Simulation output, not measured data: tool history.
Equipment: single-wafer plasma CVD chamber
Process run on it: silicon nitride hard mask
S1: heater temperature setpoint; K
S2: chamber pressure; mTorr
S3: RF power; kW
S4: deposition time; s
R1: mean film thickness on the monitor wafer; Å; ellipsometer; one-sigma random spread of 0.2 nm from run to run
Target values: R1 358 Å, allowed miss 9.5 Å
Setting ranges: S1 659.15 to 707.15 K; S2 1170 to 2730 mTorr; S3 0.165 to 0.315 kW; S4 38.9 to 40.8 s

{"run": 1, "hour": 0.0, "S1": 683.15, "S2": 1950, "S3": 0.24, "S4": 40.8, "R1": 407.81}
{"run": 2, "hour": 6.9, "S1": 683.15, "S2": 1950, "S3": 0.24, "S4": 38.9, "R1": 386.78}
{"run": 3, "hour": 10.4, "S1": 683.15, "S2": 1890, "S3": 0.235, "S4": 38.9, "R1": 379.64}
{"run": 4, "hour": 14.3, "S1": 683.15, "S2": 2160, "S3": 0.235, "S4": 38.9, "R1": 389.73}
{"run": 5, "hour": 23.2, "S1": 693.15, "S2": 2160, "S3": 0.235, "S4": 38.9, "R1": 390.28}
{"run": 6, "hour": 27.6, "S1": 693.15, "S2": 2160, "S3": 0.255, "S4": 38.9, "R1": 407.86}
{"run": 7, "hour": 33.4, "S1": 693.15, "S2": 2080, "S3": 0.245, "S4": 38.9, "R1": 393.78}
{"hour": 37.1, "done": "RF generator calibrated"}
{"run": 8, "hour": 37.1, "S1": 693.15, "S2": 2010, "S3": 0.24, "S4": 38.9, "R1": 400.74}
{"run": 9, "hour": 45.4, "S1": 691.15, "S2": 2030, "S3": 0.23, "S4": 38.9, "R1": 394.61}
{"run": 10, "hour": 46.5, "S1": 691.15, "S2": 2030, "S3": 0.23, "S4": 38.9, "R1": 395.29}
{"run": 11, "hour": 49.2, "S1": 691.15, "S2": 2030, "S3": 0.23, "S4": 38.9, "R1": 395.86}
{"run": 12, "hour": 56.9, "S1": 686.15, "S2": 1980, "S3": 0.22, "S4": 38.9, "R1": 380.85}
{"run": 13, "hour": 62.8, "S1": 685.15, "S2": 1950, "S3": 0.215, "S4": 38.9, "R1": 380.01}
{"run": 14, "hour": 65.2, "S1": 685.15, "S2": 1950, "S3": 0.215, "S4": 38.9, "R1": 377.98}

Exactly one of the 4 candidate moves below puts every result within its allowed miss. Which one?
{"run": "A", "hour": 67.6, "S1": 673.15, "S2": 1760, "S3": 0.23, "S4": 40.8, "R1": "?"}
{"run": "B", "hour": 67.6, "S1": 689.15, "S2": 1900, "S3": 0.21, "S4": 40.8, "R1": "?"}
{"run": "C", "hour": 67.6, "S1": 680.15, "S2": 1960, "S3": 0.215, "S4": 40.5, "R1": "?"}
{"run": "D", "hour": 67.6, "S1": 674.15, "S2": 2040, "S3": 0.175, "S4": 40.5, "R1": "?"}

move=A R1=401.48
move=B R1=386.4
move=C R1=393.15
move=D R1=357.32
A: moves away from the targets compared with the last run
B: moves away from the targets compared with the last run
C: moves away from the targets compared with the last run
D: in spec on every target
Answer: D

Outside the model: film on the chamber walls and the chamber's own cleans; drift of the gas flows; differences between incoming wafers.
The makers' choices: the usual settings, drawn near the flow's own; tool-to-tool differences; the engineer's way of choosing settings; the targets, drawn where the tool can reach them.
